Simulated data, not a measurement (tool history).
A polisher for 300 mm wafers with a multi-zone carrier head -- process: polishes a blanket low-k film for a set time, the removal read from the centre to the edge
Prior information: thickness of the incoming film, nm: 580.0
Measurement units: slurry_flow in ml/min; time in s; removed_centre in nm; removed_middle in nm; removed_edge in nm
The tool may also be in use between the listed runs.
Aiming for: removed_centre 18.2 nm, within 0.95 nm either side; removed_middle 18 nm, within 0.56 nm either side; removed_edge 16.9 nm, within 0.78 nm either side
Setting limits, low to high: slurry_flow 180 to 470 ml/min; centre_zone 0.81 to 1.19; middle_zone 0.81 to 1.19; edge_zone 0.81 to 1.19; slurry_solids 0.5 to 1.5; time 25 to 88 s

| run | hour | slurry_flow | centre_zone | middle_zone | edge_zone | slurry_solids | time | removed_centre | removed_middle | removed_edge |
|---|---|---|---|---|---|---|---|---|---|---|
| 1 | 0 | 300 | 1 | 1 | 1 | 1 | 56 | 15.525 | 15.698 | 15.584 |
| 2 | 5.1 | 230 | 1 | 1 | 1 | 1 | 56 | 15.265 | 15.355 | 15.159 |
| 3 | 8.9 | 265 | 1 | 1 | 1 | 1 | 56 | 15.568 | 15.422 | 15.446 |
| 4 | 13 | 270 | 1.02 | 1.02 | 1.01 | 1 | 56 | 16.115 | 15.659 | 15.454 |
| 5 | 14 | 270 | 1.02 | 1.06 | 1.01 | 1 | 56 | 16.156 | 15.985 | 15.414 |
| 6 | 22.3 | 275 | 1.02 | 1.08 | 1.02 | 1.05 | 56 | 16.15 | 16.653 | 16.051 |
| 7 | 28.9 | 280 | 1.03 | 1.09 | 1.02 | 1.05 | 56 | 16.698 | 16.796 | 16.405 |
| 8 | 35.1 | 285 | 1.04 | 1.11 | 1.01 | 1.05 | 56 | 16.459 | 17.037 | 15.644 |
| 9 | 41.1 | 285 | 1.05 | 1.12 | 1.02 | 1.05 | 56 | 16.725 | 17.269 | 16.04 |
| 10 | 45.9 | 290 | 1.06 | 1.12 | 1.03 | 1.05 | 56 | 17.331 | 16.974 | 15.9 |

5 next moves are on the table. One of them brings every result within its allowed miss. Which?
| A | 50.7 | 280 | 1.15 | 1.09 | 1.07 | 0.9 | 55 | ? | ? | ? |
| B | 50.7 | 315 | 0.88 | 1.07 | 1.14 | 1.05 | 64 | ? | ? | ? |
| C | 50.7 | 425 | 1.1 | 1.14 | 1.13 | 0.8 | 60 | ? | ? | ? |
| D | 50.7 | 355 | 0.85 | 1.11 | 1.07 | 0.95 | 65 | ? | ? | ? |
| E | 50.7 | 340 | 1.05 | 1.08 | 1.08 | 1.05 | 52 | ? | ? | ? |

| move | removed_centre | removed_middle | removed_edge |
|---|---|---|---|
| A | 17.114 | 15.509 | 15.584 |
| B | 16.029 | 18.73 | 19.595 |
| C | 17.911 | 17.579 | 17.269 |
| D | 15.455 | 19.28 | 18.956 |
| E | 15.664 | 15.418 | 15.615 |
A: the biggest miss grows against the last run
B: takes the biggest miss from the last run beyond its target
C: in spec on every target
D: takes the biggest miss from the last run beyond its target
E: the biggest miss grows against the last run
The right move is C.
